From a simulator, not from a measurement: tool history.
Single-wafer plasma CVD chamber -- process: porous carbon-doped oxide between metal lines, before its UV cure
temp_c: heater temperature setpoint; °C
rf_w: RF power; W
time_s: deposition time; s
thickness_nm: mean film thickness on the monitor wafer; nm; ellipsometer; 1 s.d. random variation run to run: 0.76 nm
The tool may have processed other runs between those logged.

run	hour	temp_c	rf_w	time_s	thickness_nm
1	0	320	660	31.8	194.21
2	0.7	320	660	31.8	192.68
3	3.4	320	660	31.8	192.38
4	9.7	324	645	31.8	188.65
5	11.2	324	740	31.8	201.81
6	19.6	324	835	31.8	216.4
7	27.1	327	785	31.6	205.53
8	35	329	740	31.4	195.29
9	37.7	331	705	31.3	189.84
10	38.7	331	705	31.3	188.91
11	41.6	333	675	31.2	181.15
12	48.7	335	660	31.1	177.09
13	55.3	336	645	31.1	174.84
14	59.3	337	635	31.1	172.95

Run 15 comes next. What will it give?
15	62.9	338	625	31.1	?

{"run 15": {"thickness_nm": 170.98}}
